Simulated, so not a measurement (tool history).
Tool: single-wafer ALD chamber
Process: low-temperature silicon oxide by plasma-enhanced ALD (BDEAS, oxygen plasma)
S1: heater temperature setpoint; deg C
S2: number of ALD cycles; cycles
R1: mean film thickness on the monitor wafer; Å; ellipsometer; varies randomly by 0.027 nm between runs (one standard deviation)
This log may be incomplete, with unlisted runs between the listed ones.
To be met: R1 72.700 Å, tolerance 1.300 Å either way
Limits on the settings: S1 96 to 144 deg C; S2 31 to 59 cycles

| run | hour | S1 | S2 | R1 |
|---|---|---|---|---|
| 1 | 0.0 | 120 | 45 | 62.567 |
| 2 | 6.2 | 119 | 46 | 64.240 |
| 3 | 7.1 | 119 | 41 | 56.507 |
| 4 | 12.7 | 118 | 42 | 57.897 |
|  | 14.9 | thermocouple changed; heater temperature recalibrated |
| 5 | 14.9 | 118 | 39 | 54.450 |
| 6 | 18.9 | 114 | 39 | 54.836 |
| 7 | 20.6 | 113 | 40 | 56.459 |
| 8 | 25.2 | 112 | 41 | 57.506 |
| 9 | 32.3 | 112 | 42 | 59.355 |
| 10 | 40.8 | 111 | 43 | 60.708 |
| 11 | 44.3 | 110 | 44 | 62.294 |
| 12 | 46.7 | 109 | 45 | 64.124 |
| 13 | 50.6 | 108 | 46 | 65.297 |

Consider the 4 candidate settings below. Which is the only one whose results all fall within their allowed miss of target?
| A | 54.5 | 96 | 50 | ? |
| B | 54.5 | 111 | 49 | ? |
| C | 54.5 | 109 | 49 | ? |
| D | 54.5 | 116 | 50 | ? |

| move | R1 |
|---|---|
| A | 72.296 |
| B | 69.026 |
| C | 69.250 |
| D | 69.863 |
A: every result within its allowed miss
B: an improvement on the last run, though not all results are within tolerance
C: an improvement on the last run, though not all results are within tolerance
D: an improvement on the last run, though not all results are within tolerance
The right move is A.
